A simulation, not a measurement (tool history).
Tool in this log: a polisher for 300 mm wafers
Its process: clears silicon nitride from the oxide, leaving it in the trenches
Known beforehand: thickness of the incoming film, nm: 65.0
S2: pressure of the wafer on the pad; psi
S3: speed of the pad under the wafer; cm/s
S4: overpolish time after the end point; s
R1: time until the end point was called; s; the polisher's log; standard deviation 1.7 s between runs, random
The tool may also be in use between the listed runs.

{"run": 1, "day": 0.0, "flow of slurry (ml/min)": 320, "S2": 2.3, "S3": 112, "S4": 5, "R1": 98.593}
{"run": 2, "day": 0.225, "flow of slurry (ml/min)": 320, "S2": 2.2, "S3": 112, "S4": 5, "R1": 97.441}
{"run": 3, "day": 0.304, "flow of slurry (ml/min)": 375, "S2": 2.2, "S3": 112, "S4": 5, "R1": 99.451}
{"run": 4, "day": 0.371, "flow of slurry (ml/min)": 375, "S2": 2.6, "S3": 112, "S4": 5, "R1": 88.689}
{"run": 5, "day": 0.579, "flow of slurry (ml/min)": 375, "S2": 2.4, "S3": 110, "S4": 5, "R1": 94.365}
{"day": 0.908, "done": "head pressure recalibrated"}
{"run": 6, "day": 0.908, "flow of slurry (ml/min)": 375, "S2": 2.4, "S3": 84, "S4": 5, "R1": 109.84}

Run 7, settings as shown, results not yet in. Your forecast:
{"run": 7, "day": 1.283, "flow of slurry (ml/min)": 375, "S2": 2.3, "S3": 84, "S4": 5, "R1": "?"}

Run 7 came out at R1 112.230 s.

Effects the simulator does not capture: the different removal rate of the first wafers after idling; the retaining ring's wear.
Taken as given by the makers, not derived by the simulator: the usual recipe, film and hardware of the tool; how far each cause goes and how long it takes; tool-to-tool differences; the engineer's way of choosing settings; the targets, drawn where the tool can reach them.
